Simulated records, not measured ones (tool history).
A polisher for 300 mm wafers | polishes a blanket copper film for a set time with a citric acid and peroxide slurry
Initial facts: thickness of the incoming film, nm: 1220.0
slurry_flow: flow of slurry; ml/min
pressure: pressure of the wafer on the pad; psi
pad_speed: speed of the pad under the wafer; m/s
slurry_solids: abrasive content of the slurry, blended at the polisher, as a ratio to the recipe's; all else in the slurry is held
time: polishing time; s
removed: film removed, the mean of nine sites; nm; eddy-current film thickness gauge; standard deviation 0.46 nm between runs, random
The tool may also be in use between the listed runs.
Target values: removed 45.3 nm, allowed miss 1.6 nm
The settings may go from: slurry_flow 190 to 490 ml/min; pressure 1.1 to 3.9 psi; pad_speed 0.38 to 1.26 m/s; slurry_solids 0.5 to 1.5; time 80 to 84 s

run 1 day=0 | slurry_flow=315 pressure=2.5 pad_speed=0.82 slurry_solids=1 time=80 | removed=106.25
run 2 day=0.125 | slurry_flow=315 pressure=2.2 pad_speed=0.76 slurry_solids=1 time=80 | removed=88.357
run 3 day=0.479 | slurry_flow=315 pressure=2.2 pad_speed=0.76 slurry_solids=1 time=84 | removed=92.679
run 4 day=0.562 | slurry_flow=315 pressure=2.2 pad_speed=0.58 slurry_solids=1 time=84 | removed=73.07
run 5 day=0.929 | slurry_flow=315 pressure=2 pad_speed=0.58 slurry_solids=1 time=84 | removed=64.702
run 6 day=1.125 | slurry_flow=315 pressure=1.8 pad_speed=0.58 slurry_solids=1 time=84 | removed=59.849
run 7 day=1.371 | slurry_flow=315 pressure=1.7 pad_speed=0.58 slurry_solids=1 time=84 | removed=55.672
run 8 day=1.517 | slurry_flow=315 pressure=1.6 pad_speed=0.58 slurry_solids=1 time=84 | removed=53.039

Below are 4 possible settings for the next run. Only one of them brings all results inside the allowed miss of their targets. Which is it?
run A day=1.662 | slurry_flow=335 pressure=1.2 pad_speed=0.6 slurry_solids=1 time=80 | removed=?
run B day=1.662 | slurry_flow=290 pressure=1.3 pad_speed=0.64 slurry_solids=1 time=80 | removed=?
run C day=1.662 | slurry_flow=260 pressure=1.1 pad_speed=0.86 slurry_solids=1.05 time=80 | removed=?
run D day=1.662 | slurry_flow=330 pressure=1.2 pad_speed=0.74 slurry_solids=1.15 time=80 | removed=?

move=A removed=40.653
move=B removed=45.783
move=C removed=51.259
move=D removed=50.464
A: carries the result that was furthest off beyond its target, to the other side
B: in spec on every target
C: gains on the last run, yet a result remains outside its allowed miss
D: gains on the last run, yet a result remains outside its allowed miss
Move B is the one to make.
